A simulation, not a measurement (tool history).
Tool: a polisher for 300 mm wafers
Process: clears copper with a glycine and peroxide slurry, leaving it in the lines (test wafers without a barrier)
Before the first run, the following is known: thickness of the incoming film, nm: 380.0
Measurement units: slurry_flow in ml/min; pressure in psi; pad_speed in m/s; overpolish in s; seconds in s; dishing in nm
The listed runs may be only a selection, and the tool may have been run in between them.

Run 1, hour 0.0: slurry_flow 320 ml/min, pressure 2.2 psi, pad_speed 0.92 m/s, overpolish 25 s. Result: seconds 86.752 s, dishing 71.329 nm.
Run 2, hour 1.1: slurry_flow 320 ml/min, pressure 2.0 psi, pad_speed 0.92 m/s, overpolish 27 s. Result: seconds 94.753 s, dishing 71.613 nm.
Run 3, hour 9.5: slurry_flow 320 ml/min, pressure 1.9 psi, pad_speed 0.92 m/s, overpolish 28 s. Result: seconds 98.777 s, dishing 69.442 nm.
Run 4, hour 10.2: slurry_flow 285 ml/min, pressure 1.9 psi, pad_speed 0.92 m/s, overpolish 28 s. Result: seconds 100.290 s, dishing 69.961 nm.
Run 5, hour 15.9: slurry_flow 275 ml/min, pressure 1.9 psi, pad_speed 0.92 m/s, overpolish 29 s. Result: seconds 100.580 s, dishing 70.385 nm.
Run 6, hour 18.5: slurry_flow 275 ml/min, pressure 1.9 psi, pad_speed 0.72 m/s, overpolish 29 s. Result: seconds 119.870 s, dishing 66.315 nm.

Expected results for the next run?
Run 7, hour 25.0: slurry_flow 295 ml/min, pressure 2.0 psi, pad_speed 0.72 m/s, overpolish 29 s. Result: seconds ?, dishing ?.

seconds: 112.030 s
dishing: 67.505 nm

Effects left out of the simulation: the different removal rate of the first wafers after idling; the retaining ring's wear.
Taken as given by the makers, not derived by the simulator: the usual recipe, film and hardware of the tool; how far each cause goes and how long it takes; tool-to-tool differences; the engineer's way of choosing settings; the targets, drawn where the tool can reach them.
